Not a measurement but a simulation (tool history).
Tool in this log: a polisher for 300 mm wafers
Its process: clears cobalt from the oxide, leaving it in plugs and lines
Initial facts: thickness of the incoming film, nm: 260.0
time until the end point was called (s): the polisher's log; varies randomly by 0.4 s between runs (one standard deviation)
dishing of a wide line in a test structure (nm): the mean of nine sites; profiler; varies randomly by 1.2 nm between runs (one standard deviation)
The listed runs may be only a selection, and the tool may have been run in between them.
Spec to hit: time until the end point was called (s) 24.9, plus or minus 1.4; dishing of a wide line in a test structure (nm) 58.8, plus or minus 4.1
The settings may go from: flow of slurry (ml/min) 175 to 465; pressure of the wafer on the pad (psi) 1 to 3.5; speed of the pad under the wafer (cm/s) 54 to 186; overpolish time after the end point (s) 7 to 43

run  hour  flow of slurry (ml/min)  pressure of the wafer on the pad (psi)  speed of the pad under the wafer (cm/s)  overpolish time after the end point (s)  time until the end point was called (s)  dishing of a wide line in a test structure (nm)
  1     0                      295                                     2.2                                      118                                       22                                    40.99                                           53.203
  2   1.4                      295                                     2.4                                      120                                       22                                   37.654                                           52.982
  3   9.3                      295                                     2.8                                      120                                       22                                   32.198                                           55.277
  4  10.3                      295                                     2.9                                      120                                       22                                   30.748                                           58.258
  5  11.2                      295                                     2.9                                      106                                       22                                   32.976                                           55.904
  6  19.8                      295                                     2.9                                      106                                       26                                   34.987                                           57.131
  7  23.5                      295                                       3                                      108                                       25                                    32.49                                           56.098
  8    24                      295                                     3.5                                      114                                       25                                   26.425                                           58.306
  9  27.4                      295                                     3.5                                      116                                       25                                   25.787                                           59.514

Pick the move, out of 4, that brings all results within their allowed miss; only one does.
  A  30.8                      355                                     3.3                                      118                                       33                                        ?                                                ?
  B  30.8                      315                                       3                                      130                                       25                                        ?                                                ?
  C  30.8                      365                                     3.2                                      138                                       31                                        ?                                                ?
  D  30.8                      250                                     3.2                                      120                                       25                                        ?                                                ?

move  time until the end point was called (s)  dishing of a wide line in a test structure (nm)
   A                                   26.968                                           59.586
   B                                   27.861                                            58.57
   C                                   24.719                                            59.59
   D                                   28.327                                            58.48
A: moves away from the targets compared with the last run
B: moves away from the targets compared with the last run
C: every result within its allowed miss
D: moves away from the targets compared with the last run
So the answer is move C, the one that meets all the targets.
